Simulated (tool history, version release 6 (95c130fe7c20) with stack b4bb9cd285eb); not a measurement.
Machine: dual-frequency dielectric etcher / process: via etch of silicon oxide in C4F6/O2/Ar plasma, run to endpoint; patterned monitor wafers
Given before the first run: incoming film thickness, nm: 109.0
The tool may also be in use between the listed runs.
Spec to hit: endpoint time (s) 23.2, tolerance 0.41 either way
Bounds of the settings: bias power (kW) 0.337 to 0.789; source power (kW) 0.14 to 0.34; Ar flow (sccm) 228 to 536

run 1 hour=0 | bias_power_(kW)=0.563 source_power_(kW)=0.24 Ar_flow_(sccm)=382 | endpoint_time_(s)=26.475
run 2 hour=5.4 | bias_power_(kW)=0.609 source_power_(kW)=0.24 Ar_flow_(sccm)=381 | endpoint_time_(s)=25.993
run 3 hour=11.8 | bias_power_(kW)=0.609 source_power_(kW)=0.21 Ar_flow_(sccm)=381 | endpoint_time_(s)=27.565
run 4 hour=20.5 | bias_power_(kW)=0.609 source_power_(kW)=0.21 Ar_flow_(sccm)=328 | endpoint_time_(s)=27.013
run 5 hour=23.6 | bias_power_(kW)=0.651 source_power_(kW)=0.21 Ar_flow_(sccm)=328 | endpoint_time_(s)=26.648
run 6 hour=27.4 | bias_power_(kW)=0.651 source_power_(kW)=0.21 Ar_flow_(sccm)=364 | endpoint_time_(s)=26.939
run 7 hour=28.9 | bias_power_(kW)=0.679 source_power_(kW)=0.22 Ar_flow_(sccm)=359 | endpoint_time_(s)=26.175
run 8 hour=31.2 | bias_power_(kW)=0.7 source_power_(kW)=0.23 Ar_flow_(sccm)=354 | endpoint_time_(s)=25.67
run 9 hour=36.4 | bias_power_(kW)=0.716 source_power_(kW)=0.24 Ar_flow_(sccm)=349 | endpoint_time_(s)=25.041
run 10 hour=39.2 | bias_power_(kW)=0.73 source_power_(kW)=0.25 Ar_flow_(sccm)=345 | endpoint_time_(s)=24.535
run 11 hour=42.5 | bias_power_(kW)=0.741 source_power_(kW)=0.26 Ar_flow_(sccm)=342 | endpoint_time_(s)=24.114

Which one of the following 5 next-run settings gets every result inside its allowed miss? There is exactly one.
run A hour=45.8 | bias_power_(kW)=0.763 source_power_(kW)=0.27 Ar_flow_(sccm)=322 | endpoint_time_(s)=?
run B hour=45.8 | bias_power_(kW)=0.631 source_power_(kW)=0.24 Ar_flow_(sccm)=361 | endpoint_time_(s)=?
run C hour=45.8 | bias_power_(kW)=0.7 source_power_(kW)=0.23 Ar_flow_(sccm)=360 | endpoint_time_(s)=?
run D hour=45.8 | bias_power_(kW)=0.747 source_power_(kW)=0.32 Ar_flow_(sccm)=319 | endpoint_time_(s)=?
run E hour=45.8 | bias_power_(kW)=0.698 source_power_(kW)=0.3 Ar_flow_(sccm)=279 | endpoint_time_(s)=?

move=A endpoint_time_(s)=23.376
move=B endpoint_time_(s)=25.771
move=C endpoint_time_(s)=25.61
move=D endpoint_time_(s)=22.016
move=E endpoint_time_(s)=22.58
A: all results in spec
B: the biggest miss grows against the last run
C: the biggest miss grows against the last run
D: moves the result that the last run missed by most past its target, out the other side
E: moves the result that the last run missed by most past its target, out the other side
So the answer is move A, the one that meets all the targets.
